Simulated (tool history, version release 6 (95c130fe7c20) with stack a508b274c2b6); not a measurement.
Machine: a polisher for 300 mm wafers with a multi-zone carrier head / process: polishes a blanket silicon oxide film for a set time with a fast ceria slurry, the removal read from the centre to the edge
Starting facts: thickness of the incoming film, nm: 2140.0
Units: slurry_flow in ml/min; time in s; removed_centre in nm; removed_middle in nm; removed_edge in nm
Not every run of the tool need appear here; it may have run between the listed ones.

run	hour	slurry_flow	centre_zone	middle_zone	edge_zone	time	removed_centre	removed_middle	removed_edge
1	0.0	220	1.00	1.00	1.00	60	731.13	740.07	735.42
2	3.7	220	1.00	0.96	1.00	60	716.81	711.45	729.17
3	9.7	220	1.00	0.96	1.00	73	881.44	868.11	871.65
4	11.2	205	0.98	0.95	0.97	66	762.75	765.20	773.70
5	17.9	195	0.97	0.94	0.95	60	694.60	692.63	698.65
6	24.6	245	0.97	0.94	0.95	60	709.27	705.82	720.48
7	27.3	225	0.95	0.93	0.93	55	623.57	639.99	637.44
8	34.2	220	0.94	0.92	0.91	51	582.10	573.77	594.57
9	35.9	210	0.93	0.93	0.89	47	518.44	540.55	534.47
10	41.2	200	0.92	0.93	0.88	45	488.42	505.45	510.47
11	47.5	195	0.92	0.94	0.87	43	462.41	488.46	483.10
12	51.8	190	0.92	0.94	0.86	41	444.98	459.59	454.76
13	55.3	180	0.91	0.94	0.85	40	429.88	452.66	444.78
14	56.8	175	0.90	0.94	0.84	39	408.24	440.50	426.79
15	61.4	170	0.90	0.94	0.84	38	394.85	427.02	415.54
16	63.9	165	0.90	0.94	0.84	38	394.06	425.74	415.37

Estimate the outcome of run 17 from the log above:
17	67.3	160	0.90	0.94	0.84	37	?	?	?

Run 17 yielded removed_centre 382.23 nm, removed_middle 408.92 nm, removed_edge 401.15 nm.
